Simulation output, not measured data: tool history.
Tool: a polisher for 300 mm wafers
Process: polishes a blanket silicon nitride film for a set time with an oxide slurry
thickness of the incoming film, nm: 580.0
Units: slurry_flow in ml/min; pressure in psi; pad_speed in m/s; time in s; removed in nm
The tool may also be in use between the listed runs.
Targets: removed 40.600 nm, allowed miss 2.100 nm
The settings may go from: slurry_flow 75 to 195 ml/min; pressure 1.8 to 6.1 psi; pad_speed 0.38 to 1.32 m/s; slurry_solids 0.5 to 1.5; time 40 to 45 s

run,hour,slurry_flow,pressure,pad_speed,slurry_solids,time,removed
1,0.0,125,3.9,0.84,1.0,45,24.757
2,4.7,125,4.1,0.84,1.0,45,25.839
3,10.2,125,4.1,0.84,1.1,45,27.156
4,18.9,125,4.3,0.84,1.1,45,28.031
5,25.9,125,4.5,0.84,1.1,45,29.799
6,28.0,125,4.5,1.02,1.1,45,34.665
7,34.3,125,4.6,1.02,1.1,45,34.877
8,38.5,125,4.7,1.02,1.1,45,36.500

4 next moves are on the table. One of them brings every result within its allowed miss. Which?
A,42.7,125,5.3,0.92,1.3,45,?
B,42.7,110,4.2,1.04,1.2,45,?
C,42.7,135,4.6,1.00,1.0,45,?
D,42.7,140,4.5,1.06,1.3,41,?

move,removed
A,40.056
B,33.512
C,34.081
D,35.431
A: meets every target
B: further off than the last run
C: further off than the last run
D: further off than the last run
Move A is the one to make.
